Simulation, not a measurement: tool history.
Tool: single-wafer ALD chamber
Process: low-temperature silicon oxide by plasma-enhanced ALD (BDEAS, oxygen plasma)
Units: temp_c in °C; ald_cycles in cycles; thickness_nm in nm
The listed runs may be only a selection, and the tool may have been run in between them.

run    day  temp_c  ald_cycles  thickness_nm
  1      0      95          43        7.1419
  2  0.133      91          44        7.4096
  3  0.267      91          38        6.3945
  4  0.567      87          38        6.4613
  5  0.767      87          44        7.5361
  6  1.083      87          41        6.9809
  7  1.262      85          42        7.2575

Estimate the outcome of run 8 from the log above:
  8  1.45      82          43             ?

Logged for run 8: thickness_nm 7.5197 nm.

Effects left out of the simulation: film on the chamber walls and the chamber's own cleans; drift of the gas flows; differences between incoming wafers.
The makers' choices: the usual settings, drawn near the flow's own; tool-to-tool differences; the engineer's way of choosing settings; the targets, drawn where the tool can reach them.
